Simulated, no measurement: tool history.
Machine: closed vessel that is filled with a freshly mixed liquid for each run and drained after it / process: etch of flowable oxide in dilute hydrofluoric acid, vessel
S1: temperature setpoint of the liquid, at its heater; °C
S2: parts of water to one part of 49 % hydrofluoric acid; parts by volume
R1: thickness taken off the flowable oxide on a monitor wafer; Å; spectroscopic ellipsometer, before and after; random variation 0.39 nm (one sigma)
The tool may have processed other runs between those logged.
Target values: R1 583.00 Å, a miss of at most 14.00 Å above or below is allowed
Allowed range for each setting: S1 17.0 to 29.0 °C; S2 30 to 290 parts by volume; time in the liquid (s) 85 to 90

run 1 hour=0.0 | S1=21.0 S2=160 time_in_the_liquid_(s)=85 | R1=184.46
run 2 hour=5.7 | S1=21.0 S2=160 time_in_the_liquid_(s)=85 | R1=186.69
run 3 hour=10.1 | S1=18.0 S2=160 time_in_the_liquid_(s)=85 | R1=163.15
run 4 hour=14.7 | S1=18.0 S2=160 time_in_the_liquid_(s)=85 | R1=164.51
run 5 hour=19.9 | S1=21.5 S2=120 time_in_the_liquid_(s)=85 | R1=262.05
run 6 hour=27.9 | S1=24.0 S2=100 time_in_the_liquid_(s)=85 | R1=355.54
run 7 hour=35.0 | S1=25.5 S2=90 time_in_the_liquid_(s)=85 | R1=430.87
run 8 hour=39.3 | S1=26.5 S2=85 time_in_the_liquid_(s)=85 | R1=469.93
run 9 hour=47.7 | S1=27.5 S2=80 time_in_the_liquid_(s)=85 | R1=520.49

Pick the move, out of 4, that brings all results within their allowed miss; only one does.
run A hour=56.1 | S1=29.0 S2=80 time_in_the_liquid_(s)=90 | R1=?
run B hour=56.1 | S1=28.0 S2=90 time_in_the_liquid_(s)=85 | R1=?
run C hour=56.1 | S1=28.5 S2=80 time_in_the_liquid_(s)=85 | R1=?
run D hour=56.1 | S1=27.5 S2=70 time_in_the_liquid_(s)=90 | R1=?

move=A R1=586.29
move=B R1=467.45
move=C R1=543.07
move=D R1=640.04
A: hits every target within its allowed miss
B: the biggest miss grows against the last run
C: nearer than the last run, and not there yet
D: takes the biggest miss from the last run beyond its target
The right move is A.
